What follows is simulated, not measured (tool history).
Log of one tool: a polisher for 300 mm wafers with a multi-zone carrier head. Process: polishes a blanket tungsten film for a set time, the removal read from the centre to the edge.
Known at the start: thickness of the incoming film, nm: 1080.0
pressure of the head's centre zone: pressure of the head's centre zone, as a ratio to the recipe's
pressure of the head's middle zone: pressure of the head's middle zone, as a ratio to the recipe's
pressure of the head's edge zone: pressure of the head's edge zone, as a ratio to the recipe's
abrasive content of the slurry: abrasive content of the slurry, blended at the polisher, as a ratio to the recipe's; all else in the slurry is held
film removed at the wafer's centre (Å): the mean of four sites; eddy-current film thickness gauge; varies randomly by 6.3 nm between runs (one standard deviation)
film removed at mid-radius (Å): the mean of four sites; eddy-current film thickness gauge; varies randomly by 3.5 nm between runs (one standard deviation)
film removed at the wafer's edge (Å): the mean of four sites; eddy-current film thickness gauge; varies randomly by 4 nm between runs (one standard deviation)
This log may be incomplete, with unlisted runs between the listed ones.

run	hour	flow of slurry (ml/min)	pressure of the head's centre zone	pressure of the head's middle zone	pressure of the head's edge zone	abrasive content of the slurry	polishing time (s)	film removed at the wafer's centre (Å)	film removed at mid-radius (Å)	film removed at the wafer's edge (Å)
1	0	205	1	1	1	1	55	3452.3	3446.7	3480.1
2	8.3	205	0.97	1	1	1	55	3376	3442.8	3535.4
3	16.9	215	0.99	0.98	1.04	1.15	57	3864.4	3680.2	3867.8
4	24.8	215	0.99	0.9	1.04	1.15	57	3787.9	3417.6	3836.9
5	33.3	240	0.99	0.9	1.04	1.15	57	3836.7	3504.7	3969.2
6	34	255	1	0.9	1.07	1.2	57	3968.9	3581.4	4050.1
7	36.1	260	1	0.89	1.09	1.3	58	4190.7	3686.3	4280.4
8	36.7	265	1	0.89	1.11	1.35	59	4267.6	3790.3	4441.1
9	45.5	270	1.01	0.89	1.12	1.4	59	4334.4	3867.4	4498.6
10	46.4	275	1.02	0.89	1.13	1.45	60	4573.9	3981.1	4683.8
11	53	280	1.02	0.89	1.14	1.45	60	4651.4	3974.7	4688.6

What will run 12 give?
12	57.8	285	1.02	0.89	1.15	1.45	60	?	?	?

film removed at the wafer's centre (Å): 4657.5
film removed at mid-radius (Å): 4070.1
film removed at the wafer's edge (Å): 4665.8
